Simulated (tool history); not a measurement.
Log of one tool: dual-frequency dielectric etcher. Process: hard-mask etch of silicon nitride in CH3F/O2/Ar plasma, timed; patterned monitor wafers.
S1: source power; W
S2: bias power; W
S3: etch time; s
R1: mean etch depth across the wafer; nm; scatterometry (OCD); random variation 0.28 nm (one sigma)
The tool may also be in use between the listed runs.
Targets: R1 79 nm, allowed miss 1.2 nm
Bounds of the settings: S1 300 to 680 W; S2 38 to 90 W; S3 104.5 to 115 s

| run | hour | S1 | S2 | S3 | R1 |
|---|---|---|---|---|---|
| 1 | 0 | 490 | 64 | 115 | 84.65 |
| 2 | 7.1 | 480 | 64 | 115 | 83.042 |
| 3 | 12.4 | 450 | 64 | 115 | 80.879 |
| 4 | 14 | 450 | 68 | 115 | 83.063 |
| 5 | 21.4 | 450 | 68 | 115 | 83.648 |
| 6 | 22.8 | 520 | 68 | 115 | 89.096 |
| 7 | 24.7 | 520 | 68 | 115 | 89.033 |
| 8 | 27 | 510 | 68 | 115 | 88.661 |
| 9 | 30.5 | 500 | 68 | 115 | 87.451 |
| 10 | 37.6 | 490 | 68 | 115 | 86.535 |
| 11 | 41.2 | 480 | 68 | 115 | 86.052 |
| 12 | 42 | 470 | 68 | 115 | 85.555 |
| 13 | 47.2 | 460 | 68 | 115 | 84.26 |
| 14 | 51.6 | 450 | 68 | 115 | 83.587 |
| 15 | 55 | 440 | 68 | 115 | 82.088 |
| 16 | 57.1 | 420 | 68 | 115 | 80.643 |

Which of these 5 next moves meets every target?
| A | 59.2 | 430 | 69 | 115 | ? |
| B | 59.2 | 450 | 70 | 112 | ? |
| C | 59.2 | 430 | 76 | 110 | ? |
| D | 59.2 | 400 | 73 | 111 | ? |
| E | 59.2 | 440 | 69 | 115 | ? |

| move | R1 |
|---|---|
| A | 81.471 |
| B | 81.603 |
| C | 81.428 |
| D | 77.941 |
| E | 82.365 |
A: further off than the last run
B: further off than the last run
C: further off than the last run
D: meets every target
E: further off than the last run
Answer: D
